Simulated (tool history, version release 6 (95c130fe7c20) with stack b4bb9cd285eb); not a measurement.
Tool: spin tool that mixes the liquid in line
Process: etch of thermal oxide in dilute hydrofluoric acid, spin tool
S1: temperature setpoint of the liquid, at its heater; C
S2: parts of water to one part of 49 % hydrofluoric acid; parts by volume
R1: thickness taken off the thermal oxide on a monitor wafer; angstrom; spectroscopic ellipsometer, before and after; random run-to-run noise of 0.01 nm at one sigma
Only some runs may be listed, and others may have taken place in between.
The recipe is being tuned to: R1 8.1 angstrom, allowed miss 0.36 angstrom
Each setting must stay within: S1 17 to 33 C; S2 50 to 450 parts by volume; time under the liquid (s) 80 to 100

{"run": 1, "day": 0.0, "S1": 25, "S2": 250, "time under the liquid (s)": 100, "R1": 16.283}
{"run": 2, "day": 0.262, "S1": 27, "S2": 250, "time under the liquid (s)": 100, "R1": 17.462}
{"run": 3, "day": 0.383, "S1": 25, "S2": 280, "time under the liquid (s)": 100, "R1": 13.931}
{"run": 4, "day": 0.583, "S1": 23, "S2": 300, "time under the liquid (s)": 100, "R1": 12.095}
{"run": 5, "day": 0.646, "S1": 23, "S2": 300, "time under the liquid (s)": 100, "R1": 12.207}
{"run": 6, "day": 0.825, "S1": 22, "S2": 320, "time under the liquid (s)": 100, "R1": 10.751}
{"run": 7, "day": 1.092, "S1": 21, "S2": 330, "time under the liquid (s)": 100, "R1": 9.6741}
{"run": 8, "day": 1.208, "S1": 20, "S2": 335, "time under the liquid (s)": 100, "R1": 9.5536}
{"run": 9, "day": 1.35, "S1": 19.5, "S2": 345, "time under the liquid (s)": 100, "R1": 8.8547}

Which one of the following 5 next-run settings gets every result inside its allowed miss? There is exactly one.
{"run": "A", "day": 1.492, "S1": 18, "S2": 325, "time under the liquid (s)": 100, "R1": "?"}
{"run": "B", "day": 1.492, "S1": 21, "S2": 285, "time under the liquid (s)": 85, "R1": "?"}
{"run": "C", "day": 1.492, "S1": 18.5, "S2": 290, "time under the liquid (s)": 100, "R1": "?"}
{"run": "D", "day": 1.492, "S1": 21, "S2": 315, "time under the liquid (s)": 95, "R1": "?"}
{"run": "E", "day": 1.492, "S1": 21.5, "S2": 340, "time under the liquid (s)": 85, "R1": "?"}

move=A R1=9.1064
move=B R1=10.205
move=C R1=10.712
move=D R1=10.041
move=E R1=8.2844
A: moves away from the targets compared with the last run
B: moves away from the targets compared with the last run
C: moves away from the targets compared with the last run
D: moves away from the targets compared with the last run
E: every result lands within tolerance
Correct choice: E, which meets every target

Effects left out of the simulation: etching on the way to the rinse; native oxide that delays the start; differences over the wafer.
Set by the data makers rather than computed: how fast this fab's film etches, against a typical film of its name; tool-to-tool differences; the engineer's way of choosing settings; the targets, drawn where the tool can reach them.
